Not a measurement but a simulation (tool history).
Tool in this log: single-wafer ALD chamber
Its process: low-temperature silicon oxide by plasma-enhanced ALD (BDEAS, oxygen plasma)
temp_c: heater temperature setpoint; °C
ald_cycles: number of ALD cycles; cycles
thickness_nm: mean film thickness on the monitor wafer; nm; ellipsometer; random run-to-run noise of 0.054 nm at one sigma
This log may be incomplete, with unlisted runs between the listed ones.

| run | day | temp_c | ald_cycles | thickness_nm |
|---|---|---|---|---|
| 1 | 0.000 | 100 | 65 | 9.6865 |
| 2 | 0.092 | 99 | 66 | 9.7728 |
| 3 | 0.433 | 107 | 66 | 9.7741 |
| 4 | 0.479 | 107 | 67 | 9.9307 |
| 5 | 0.692 | 98 | 67 | 9.9809 |
| 6 | 0.933 | 98 | 68 | 10.2390 |

The next listed run, before its measurement:
| 7 | 1.283 | 98 | 69 | ? |

thickness_nm: 10.3100 nm

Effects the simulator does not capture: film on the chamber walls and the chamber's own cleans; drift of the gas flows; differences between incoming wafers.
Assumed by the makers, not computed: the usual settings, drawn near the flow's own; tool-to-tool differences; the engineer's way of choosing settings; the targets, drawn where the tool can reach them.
